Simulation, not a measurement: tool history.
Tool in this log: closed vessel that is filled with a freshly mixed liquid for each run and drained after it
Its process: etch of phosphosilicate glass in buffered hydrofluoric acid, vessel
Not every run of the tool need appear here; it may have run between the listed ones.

run  hour  temperature setpoint of the liquid (C)  parts of 40 % ammonium fluoride to one part of 49 % hydrofluoric acid (parts by volume)  time in the liquid (s)  thickness taken off the phosphosilicate glass on a monitor wafer (nm)
  1   0.0                                    22.0                                                                                      9.5                      30                                                                 194.73
  2   9.3                                    22.0                                                                                      9.5                      30                                                                 199.77
  3  13.5                                    22.0                                                                                      9.5                      30                                                                 198.52
  4  16.0                                    22.0                                                                                      9.5                      30                                                                 199.18
  5  18.5                                    24.5                                                                                      8.0                      30                                                                 267.82
  6  26.5                                    26.5                                                                                      7.0                      30                                                                 336.32

For run 7, what comes out?
  7  29.3                                    30.0                                                                                      5.5                      30                                                                      ?

Run 7 measured thickness taken off the phosphosilicate glass on a monitor wafer (nm) 512.59.
